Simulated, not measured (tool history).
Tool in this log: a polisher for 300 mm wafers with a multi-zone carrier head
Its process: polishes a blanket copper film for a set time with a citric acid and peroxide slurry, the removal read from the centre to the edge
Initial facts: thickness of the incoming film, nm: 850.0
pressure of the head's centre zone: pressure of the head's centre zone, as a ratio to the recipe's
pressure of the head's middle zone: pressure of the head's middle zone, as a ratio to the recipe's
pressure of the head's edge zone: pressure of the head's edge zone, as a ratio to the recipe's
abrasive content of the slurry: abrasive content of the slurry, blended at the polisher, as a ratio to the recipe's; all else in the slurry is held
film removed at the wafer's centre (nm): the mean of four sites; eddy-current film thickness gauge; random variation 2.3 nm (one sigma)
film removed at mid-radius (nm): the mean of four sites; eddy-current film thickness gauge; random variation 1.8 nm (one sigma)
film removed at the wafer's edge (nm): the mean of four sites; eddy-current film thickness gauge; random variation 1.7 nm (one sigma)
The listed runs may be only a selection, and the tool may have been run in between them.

| run | day | flow of slurry (ml/min) | pressure of the head's centre zone | pressure of the head's middle zone | pressure of the head's edge zone | abrasive content of the slurry | polishing time (s) | film removed at the wafer's centre (nm) | film removed at mid-radius (nm) | film removed at the wafer's edge (nm) |
|---|---|---|---|---|---|---|---|---|---|---|
| 1 | 0 | 270 | 1 | 1 | 1 | 1 | 77 | 194.81 | 184.26 | 182.58 |
| 2 | 0.104 | 270 | 1 | 1 | 1.02 | 1.05 | 78 | 200.07 | 190.54 | 185.98 |
| 3 | 0.217 | 270 | 0.99 | 0.98 | 1.03 | 1.1 | 79 | 207.36 | 189.84 | 191.16 |
| 4 | 0.429 | 270 | 0.99 | 0.98 | 1.03 | 1 | 79 | 201.03 | 188.2 | 188.74 |
| 5 | 0.754 | 270 | 0.98 | 0.97 | 1.04 | 1.05 | 80 | 203.65 | 192 | 192.05 |
| 6 | 1.071 | 270 | 0.98 | 0.97 | 1.04 | 0.9 | 80 | 198.63 | 185.15 | 185.69 |

Run 7 comes next. What will it give?
| 7 | 1.35 | 265 | 0.97 | 0.96 | 1.05 | 0.95 | 81 | ? | ? | ? |

Run 7 came out at film removed at the wafer's centre (nm) 197.42, film removed at mid-radius (nm) 188.63, film removed at the wafer's edge (nm) 193.16.

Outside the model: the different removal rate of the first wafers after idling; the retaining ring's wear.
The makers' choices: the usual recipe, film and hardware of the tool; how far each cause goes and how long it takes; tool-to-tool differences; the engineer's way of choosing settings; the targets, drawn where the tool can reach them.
